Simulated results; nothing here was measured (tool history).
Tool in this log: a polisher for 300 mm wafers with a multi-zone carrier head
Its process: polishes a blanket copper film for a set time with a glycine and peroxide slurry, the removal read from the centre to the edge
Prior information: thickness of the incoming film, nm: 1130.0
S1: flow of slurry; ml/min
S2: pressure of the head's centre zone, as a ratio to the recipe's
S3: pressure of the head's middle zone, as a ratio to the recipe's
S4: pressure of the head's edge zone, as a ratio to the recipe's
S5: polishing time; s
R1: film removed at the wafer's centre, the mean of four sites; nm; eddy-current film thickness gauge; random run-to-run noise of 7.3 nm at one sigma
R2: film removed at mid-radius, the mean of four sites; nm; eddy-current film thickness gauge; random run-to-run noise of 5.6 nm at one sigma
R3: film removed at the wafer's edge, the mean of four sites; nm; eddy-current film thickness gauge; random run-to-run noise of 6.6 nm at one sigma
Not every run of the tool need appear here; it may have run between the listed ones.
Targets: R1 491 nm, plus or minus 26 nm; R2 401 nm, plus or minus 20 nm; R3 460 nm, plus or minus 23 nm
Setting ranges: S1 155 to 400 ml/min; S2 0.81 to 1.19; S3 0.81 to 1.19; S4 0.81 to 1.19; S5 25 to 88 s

run  hour   S1    S2    S3    S4  S5      R1      R2      R3
  1     0  255     1     1     1  56  323.61  325.68  321.45
  2   5.5  255  1.04  0.97  1.04  62  370.56  351.45  365.05
  3  10.2  260  1.08  0.95  1.06  66  417.26  366.96  394.24
  4  16.7  260   1.1  0.94  1.08  68  423.48  380.48  410.29
  5  17.4  260  1.03  0.94  1.08  68  409.07  384.57  404.31
  6  20.9  260  1.03     1  1.08  68  406.99  397.73  405.74
  7  26.1  260  1.07  0.97  1.09  70  439.23  393.21  419.48
  8  34.5  260  1.09  0.95  1.11  71  435.18  401.67  426.38
  9  43.3  265  1.11  0.92   1.1  72  467.89  398.33  434.29

Pick the move, out of 4, that brings all results within their allowed miss; only one does.
  A  52.1  295  1.11  0.98   1.1  67   ?   ?   ?
  B  52.1  155   1.1  0.95  0.98  76   ?   ?   ?
  C  52.1  190   1.1  1.02  1.02  72   ?   ?   ?
  D  52.1  290  1.12  0.84  1.12  75   ?   ?   ?

move      R1      R2      R3
   A  435.44  391.82  402.19
   B  444.19   400.8  404.22
   C  436.97  408.28  399.77
   D  490.62  403.18  454.33
A: lands further from the targets than the last run did
B: lands further from the targets than the last run did
C: lands further from the targets than the last run did
D: hits every target within its allowed miss
So the answer is move D, the one that meets all the targets.
